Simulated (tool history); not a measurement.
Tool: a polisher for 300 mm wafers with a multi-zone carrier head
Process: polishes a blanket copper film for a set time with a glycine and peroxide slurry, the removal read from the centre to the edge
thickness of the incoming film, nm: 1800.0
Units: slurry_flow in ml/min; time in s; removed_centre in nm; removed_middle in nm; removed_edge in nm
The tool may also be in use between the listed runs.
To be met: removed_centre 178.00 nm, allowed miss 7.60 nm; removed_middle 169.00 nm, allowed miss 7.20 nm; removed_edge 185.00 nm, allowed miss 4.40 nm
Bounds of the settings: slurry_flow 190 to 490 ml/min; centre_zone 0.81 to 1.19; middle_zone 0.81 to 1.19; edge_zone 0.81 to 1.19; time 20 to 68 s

run  hour  slurry_flow  centre_zone  middle_zone  edge_zone  time  removed_centre  removed_middle  removed_edge
  1   0.0          315         1.00         1.00       1.00    44          224.67          214.50        211.91
  2   1.4          310         0.97         0.96       0.98    43          207.74          201.06        206.77
  3   7.7          310         0.90         0.96       0.98    43          189.26          202.94        206.44
  4   9.9          310         0.90         1.03       0.98    43          192.59          218.25        206.60
  5  13.3          305         0.91         0.98       0.95    42          187.61          197.27        198.41
  6  15.3          305         0.91         0.98       0.95    32          144.39          153.36        152.55
  7  19.6          310         0.93         0.97       1.00    33          149.66          158.75        163.09
  8  26.8          320         0.96         0.97       1.03    33          156.02          155.97        165.26
  9  34.1          325         0.98         0.98       1.06    33          162.22          158.22        164.74
 10  38.6          325         0.98         0.98       1.08    34          164.69          162.89        173.78
 11  44.5          360         1.05         0.99       1.14    35          186.49          169.73        183.34

4 next moves are on the table. One of them brings every result within its allowed miss. Which?
  A  50.4          370         0.96         1.07       1.19    37               ?               ?             ?
  B  50.4          300         0.99         0.95       1.10    36               ?               ?             ?
  C  50.4          300         1.12         1.04       1.12    36               ?               ?             ?
  D  50.4          390         1.04         1.00       1.17    37               ?               ?             ?

move  removed_centre  removed_middle  removed_edge
   A          180.39          198.00        200.15
   B          177.50          171.26        184.86
   C          201.11          184.72        186.33
   D          196.27          187.60        199.16
A: brings the result that was furthest off to its target, and leaves another outside
B: meets every target
C: further off than the last run
D: further off than the last run
The right move is B.
